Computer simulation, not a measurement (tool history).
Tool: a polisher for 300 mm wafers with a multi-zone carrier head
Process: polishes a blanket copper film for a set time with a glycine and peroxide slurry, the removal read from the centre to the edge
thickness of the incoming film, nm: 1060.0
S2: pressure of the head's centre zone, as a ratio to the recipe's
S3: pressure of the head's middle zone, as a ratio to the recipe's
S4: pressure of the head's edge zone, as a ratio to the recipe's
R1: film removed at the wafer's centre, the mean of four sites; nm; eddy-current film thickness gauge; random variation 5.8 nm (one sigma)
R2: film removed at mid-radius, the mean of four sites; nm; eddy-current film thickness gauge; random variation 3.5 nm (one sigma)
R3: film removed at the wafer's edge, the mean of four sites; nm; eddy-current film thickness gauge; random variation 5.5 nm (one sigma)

{"run": 1, "day": 0.0, "flow of slurry (ml/min)": 195, "S2": 1, "S3": 1, "S4": 1, "polishing time (s)": 69, "R1": 375.35, "R2": 373.95, "R3": 365.76}
{"run": 2, "day": 0.221, "flow of slurry (ml/min)": 195, "S2": 1, "S3": 1, "S4": 1.06, "polishing time (s)": 69, "R1": 378.49, "R2": 379.66, "R3": 371.39}
{"run": 3, "day": 0.296, "flow of slurry (ml/min)": 195, "S2": 1, "S3": 1, "S4": 1.06, "polishing time (s)": 57, "R1": 308.71, "R2": 311.33, "R3": 310.43}
{"run": 4, "day": 0.392, "flow of slurry (ml/min)": 200, "S2": 1.02, "S3": 1, "S4": 1.08, "polishing time (s)": 62, "R1": 350.13, "R2": 345.38, "R3": 340.27}
{"run": 5, "day": 0.712, "flow of slurry (ml/min)": 205, "S2": 1.03, "S3": 1, "S4": 1.1, "polishing time (s)": 65, "R1": 359.94, "R2": 357.85, "R3": 363.2}
{"run": 6, "day": 0.788, "flow of slurry (ml/min)": 205, "S2": 1.09, "S3": 1, "S4": 1.1, "polishing time (s)": 65, "R1": 393.93, "R2": 358.53, "R3": 357.51}
{"run": 7, "day": 1.125, "flow of slurry (ml/min)": 215, "S2": 1.1, "S3": 1.01, "S4": 1.12, "polishing time (s)": 68, "R1": 414.06, "R2": 377.22, "R3": 377.39}

The next listed run, before its measurement:
{"run": 8, "day": 1.358, "flow of slurry (ml/min)": 220, "S2": 1.11, "S3": 1.02, "S4": 1.13, "polishing time (s)": 71, "R1": "?", "R2": "?", "R3": "?"}

{"run 8": {"R1": 443.8, "R2": 399.47, "R3": 404.31}}
